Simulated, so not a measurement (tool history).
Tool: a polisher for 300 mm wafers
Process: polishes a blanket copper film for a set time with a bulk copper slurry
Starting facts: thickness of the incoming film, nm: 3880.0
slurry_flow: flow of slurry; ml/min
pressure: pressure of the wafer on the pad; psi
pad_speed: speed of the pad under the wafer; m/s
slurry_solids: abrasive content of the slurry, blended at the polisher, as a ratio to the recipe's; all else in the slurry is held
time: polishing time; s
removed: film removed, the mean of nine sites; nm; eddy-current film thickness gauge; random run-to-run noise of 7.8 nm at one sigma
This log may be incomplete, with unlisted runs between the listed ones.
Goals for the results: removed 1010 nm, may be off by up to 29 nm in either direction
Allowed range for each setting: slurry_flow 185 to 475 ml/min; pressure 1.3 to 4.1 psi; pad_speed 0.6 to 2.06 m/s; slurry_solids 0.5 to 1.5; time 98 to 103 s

run  hour  slurry_flow  pressure  pad_speed  slurry_solids  time  removed
  1     0          305       2.7       1.32              1    98   1268.8
  2     4          305       2.7       1.32              1   103   1323.2
  3   8.7          305       2.6       1.32              1   103   1277.2
  4  11.2          305       2.5       1.32              1   103   1249.6
  5  15.5          305       2.5       1.62              1   103   1535.9
  6  20.4          305       2.4       1.62              1   103   1486.7
  7  25.5          305       2.3       1.62              1   103   1430.2
  8  29.3          305       2.2       1.62              1   103   1387.9
  9  37.2          305       2.2       1.62              1   103   1377.5
 10  45.9          305       2.1       1.62              1   103   1360.7
 11  51.3          305         2       1.62              1   103   1305.4
 12  52.9          305       1.9       1.62              1   103   1255.7
 13  56.3          305       1.8       1.62              1   103   1195.4
 14  58.7          305       1.5       1.62              1   103   1064.7

Which single option among these 5 for the next run brings every result within its allowed miss of target? Just one does.
  A  61.1          265       1.5       1.58           1.15   103        ?
  B  61.1          425       1.5       1.62              1   103        ?
  C  61.1          290       1.8        1.5            0.9    98        ?
  D  61.1          305       1.4       1.82              1   103        ?
  E  61.1          330         2       1.48           0.85   101        ?

move  removed
   A   1074.5
   B   1100.4
   C   1031.3
   D   1147.1
   E   1124.3
A: the biggest miss grows against the last run
B: the biggest miss grows against the last run
C: in spec on every target
D: the biggest miss grows against the last run
E: the biggest miss grows against the last run
C meets every target.
